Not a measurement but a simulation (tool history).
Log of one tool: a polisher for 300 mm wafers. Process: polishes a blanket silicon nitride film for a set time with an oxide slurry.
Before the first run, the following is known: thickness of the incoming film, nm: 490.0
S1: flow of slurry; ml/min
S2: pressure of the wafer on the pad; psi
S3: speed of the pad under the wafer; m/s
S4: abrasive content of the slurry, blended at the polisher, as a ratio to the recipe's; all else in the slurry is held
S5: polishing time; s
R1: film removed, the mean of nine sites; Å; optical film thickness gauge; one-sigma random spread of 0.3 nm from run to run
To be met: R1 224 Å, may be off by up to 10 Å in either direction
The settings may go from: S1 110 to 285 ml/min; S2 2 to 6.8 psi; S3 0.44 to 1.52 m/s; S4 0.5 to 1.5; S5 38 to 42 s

run	day	S1	S2	S3	S4	S5	R1
1	0	180	4.4	0.98	1	42	328.89
2	0.367	180	4.4	0.98	1.2	42	342.84
3	0.667	180	4.4	0.9	1.2	42	320.53
4	0.704	180	4	0.9	1.2	42	314.43
5	0.738	160	4	0.9	1.2	42	291.31
6	0.796	160	4	0.9	1.3	42	309.58
7	0.883	155	3.5	0.88	1.3	42	279.53
8	1.179	150	3.2	0.86	1.3	42	256.5

Consider the 4 candidate settings below. Which is the only one whose results all fall within their allowed miss of target?
A	1.475	175	3.2	0.72	1.05	40	?
B	1.475	150	2.7	0.9	1.2	38	?
C	1.475	115	3	0.98	1.25	42	?
D	1.475	110	3.8	0.74	1.4	38	?

move	R1
A	205.28
B	209.64
C	251.92
D	225.64
A: the result that was furthest off in the last run now lies on the other side of its target
B: the result that was furthest off in the last run now lies on the other side of its target
C: nearer the targets than the last run, but a result is still out of spec
D: all results land within tolerance of their targets
D meets every target.
